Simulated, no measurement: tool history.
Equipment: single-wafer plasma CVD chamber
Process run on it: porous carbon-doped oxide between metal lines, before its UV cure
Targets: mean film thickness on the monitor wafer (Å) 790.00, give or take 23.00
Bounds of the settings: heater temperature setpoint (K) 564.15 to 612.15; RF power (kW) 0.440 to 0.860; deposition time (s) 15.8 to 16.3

| run | hour | heater temperature setpoint (K) | RF power (kW) | deposition time (s) | mean film thickness on the monitor wafer (Å) |
|---|---|---|---|---|---|
| 1 | 0.0 | 588.15 | 0.650 | 15.8 | 1014.30 |
| 2 | 2.0 | 588.15 | 0.705 | 15.8 | 1067.90 |
| 3 | 4.9 | 595.15 | 0.635 | 15.8 | 958.62 |
| 4 | 10.3 | 600.15 | 0.595 | 15.8 | 910.10 |
| 5 | 16.1 | 600.15 | 0.540 | 15.8 | 857.41 |
| 6 | 23.6 | 600.15 | 0.610 | 15.8 | 918.02 |
| 7 | 25.1 | 603.15 | 0.575 | 15.8 | 871.04 |
| 8 | 33.5 | 605.15 | 0.555 | 15.8 | 857.89 |
| 9 | 37.9 | 607.15 | 0.530 | 15.8 | 821.39 |

Exactly one of the 4 candidate moves below puts every result within its allowed miss. Which one?
| A | 42.3 | 604.15 | 0.515 | 16.2 | ? |
| B | 42.3 | 605.15 | 0.570 | 15.8 | ? |
| C | 42.3 | 611.15 | 0.530 | 16.3 | ? |
| D | 42.3 | 609.15 | 0.515 | 15.8 | ? |

| move | mean film thickness on the monitor wafer (Å) |
|---|---|
| A | 835.43 |
| B | 862.78 |
| C | 829.76 |
| D | 798.17 |
A: the biggest miss grows against the last run
B: the biggest miss grows against the last run
C: the biggest miss grows against the last run
D: every result lands within tolerance
Answer: D

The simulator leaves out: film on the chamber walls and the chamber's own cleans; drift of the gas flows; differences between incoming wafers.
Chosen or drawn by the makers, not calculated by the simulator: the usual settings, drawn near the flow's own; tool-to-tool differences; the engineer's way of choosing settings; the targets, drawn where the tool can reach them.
